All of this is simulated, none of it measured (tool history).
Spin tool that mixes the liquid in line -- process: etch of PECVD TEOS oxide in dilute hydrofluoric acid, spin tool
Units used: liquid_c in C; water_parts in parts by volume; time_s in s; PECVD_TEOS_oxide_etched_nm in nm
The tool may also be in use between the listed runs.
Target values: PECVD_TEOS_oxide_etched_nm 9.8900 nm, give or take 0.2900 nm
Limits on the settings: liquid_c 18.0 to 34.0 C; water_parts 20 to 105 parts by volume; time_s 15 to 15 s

run  hour  liquid_c  water_parts  time_s  PECVD_TEOS_oxide_etched_nm
  1   0.0      26.0           55      15                      4.9845
  2   3.2      28.0           55      15                      5.4517
  3   4.1      28.0           65      15                      4.5445
  4  11.2      28.0           65      15                      4.5683
  5  19.6      28.0           65      15                      4.5226
  6  21.3      30.0           65      15                      4.9359
  7  25.7      30.5           60      15                      5.4332
  8  31.2      34.0           35      15                     11.2130
  9  36.6      33.5           35      15                     10.9010
 10  38.9      32.5           35      15                     10.6560
 11  47.8      30.0           35      15                      9.6033

4 candidate next runs follow, results not yet known. Just one meets every target within its allowed miss. Identify it.
  A  56.7      31.0           35      15                           ?
  B  56.7      29.5           35      15                           ?
  C  56.7      33.0           40      15                           ?
  D  56.7      28.5           35      15                           ?

move  PECVD_TEOS_oxide_etched_nm
   A                      9.8062
   B                      9.2386
   C                      9.2026
   D                      8.8753
A: meets every target
B: misses by more than the last run did
C: misses by more than the last run did
D: misses by more than the last run did
Move A is the one to make.
